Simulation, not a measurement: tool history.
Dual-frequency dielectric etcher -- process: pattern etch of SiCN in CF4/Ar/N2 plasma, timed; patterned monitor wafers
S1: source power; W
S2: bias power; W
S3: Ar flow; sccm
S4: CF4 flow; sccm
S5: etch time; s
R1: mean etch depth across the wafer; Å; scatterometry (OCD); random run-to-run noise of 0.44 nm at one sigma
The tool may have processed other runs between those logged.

| run | hour | S1 | S2 | S3 | S4 | S5 | R1 |
|---|---|---|---|---|---|---|---|
| 1 | 0 | 520 | 73 | 134 | 61 | 111 | 972.38 |
| 2 | 8.9 | 520 | 85 | 134 | 61 | 111 | 1041.5 |
| 3 | 17.8 | 520 | 85 | 134 | 61 | 111 | 1043.6 |
| 4 | 23.9 | 560 | 86 | 134 | 61 | 111 | 1103.5 |
| 5 | 25 | 590 | 87 | 134 | 61 | 111 | 1165.3 |
| 6 | 30 | 590 | 76 | 134 | 61 | 111 | 1095.5 |
| 7 | 33.5 | 620 | 77 | 134 | 61 | 111 | 1139.5 |

Predict the results of run 8:
| 8 | 38.9 | 650 | 78 | 134 | 61 | 111 | ? |

Run 8 yielded R1 1194.9 Å.

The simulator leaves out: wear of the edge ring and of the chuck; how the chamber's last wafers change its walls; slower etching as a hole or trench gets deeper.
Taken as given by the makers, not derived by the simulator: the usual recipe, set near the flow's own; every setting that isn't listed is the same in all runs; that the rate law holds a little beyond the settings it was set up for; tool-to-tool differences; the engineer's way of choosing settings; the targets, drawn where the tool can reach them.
